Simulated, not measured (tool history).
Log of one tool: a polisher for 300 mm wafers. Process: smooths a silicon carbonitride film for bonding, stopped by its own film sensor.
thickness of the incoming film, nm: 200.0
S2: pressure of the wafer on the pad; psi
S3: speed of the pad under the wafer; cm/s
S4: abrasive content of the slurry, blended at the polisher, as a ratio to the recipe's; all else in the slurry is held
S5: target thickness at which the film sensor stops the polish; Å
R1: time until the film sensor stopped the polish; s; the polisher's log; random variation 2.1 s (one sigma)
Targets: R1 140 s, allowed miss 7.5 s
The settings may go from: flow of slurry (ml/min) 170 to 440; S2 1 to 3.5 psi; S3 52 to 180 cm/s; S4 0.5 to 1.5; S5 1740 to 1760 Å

{"run": 1, "hour": 0.0, "flow of slurry (ml/min)": 280, "S2": 2.2, "S3": 116, "S4": 1, "S5": 1740, "R1": 86.271}
{"run": 2, "hour": 5.3, "flow of slurry (ml/min)": 340, "S2": 2.2, "S3": 116, "S4": 1, "S5": 1740, "R1": 83.627}
{"run": 3, "hour": 8.2, "flow of slurry (ml/min)": 340, "S2": 2.2, "S3": 116, "S4": 1, "S5": 1760, "R1": 77.489}
{"run": 4, "hour": 14.8, "flow of slurry (ml/min)": 340, "S2": 2, "S3": 114, "S4": 1, "S5": 1760, "R1": 85.276}
{"run": 5, "hour": 23.2, "flow of slurry (ml/min)": 340, "S2": 1.9, "S3": 112, "S4": 1, "S5": 1760, "R1": 91.957}
{"run": 6, "hour": 29.9, "flow of slurry (ml/min)": 340, "S2": 1.9, "S3": 112, "S4": 0.8, "S5": 1760, "R1": 103.5}
{"run": 7, "hour": 38.7, "flow of slurry (ml/min)": 340, "S2": 1.8, "S3": 112, "S4": 0.8, "S5": 1760, "R1": 111.76}
{"run": 8, "hour": 45.7, "flow of slurry (ml/min)": 340, "S2": 1.7, "S3": 112, "S4": 0.8, "S5": 1760, "R1": 120.82}
{"run": 9, "hour": 53.0, "flow of slurry (ml/min)": 335, "S2": 1.7, "S3": 112, "S4": 0.8, "S5": 1760, "R1": 117.08}
{"run": 10, "hour": 60.1, "flow of slurry (ml/min)": 330, "S2": 1.5, "S3": 112, "S4": 0.8, "S5": 1760, "R1": 128.51}

4 next moves are on the table. One of them brings every result within its allowed miss. Which?
{"run": "A", "hour": 67.2, "flow of slurry (ml/min)": 345, "S2": 1.7, "S3": 108, "S4": 0.95, "S5": 1760, "R1": "?"}
{"run": "B", "hour": 67.2, "flow of slurry (ml/min)": 265, "S2": 1.5, "S3": 118, "S4": 0.7, "S5": 1760, "R1": "?"}
{"run": "C", "hour": 67.2, "flow of slurry (ml/min)": 345, "S2": 1.4, "S3": 128, "S4": 0.9, "S5": 1760, "R1": "?"}
{"run": "D", "hour": 67.2, "flow of slurry (ml/min)": 350, "S2": 1.3, "S3": 150, "S4": 0.85, "S5": 1760, "R1": "?"}

move=A R1=107.7
move=B R1=140.58
move=C R1=116.75
move=D R1=114.02
A: further off than the last run
B: meets every target
C: further off than the last run
D: further off than the last run
Answer: B
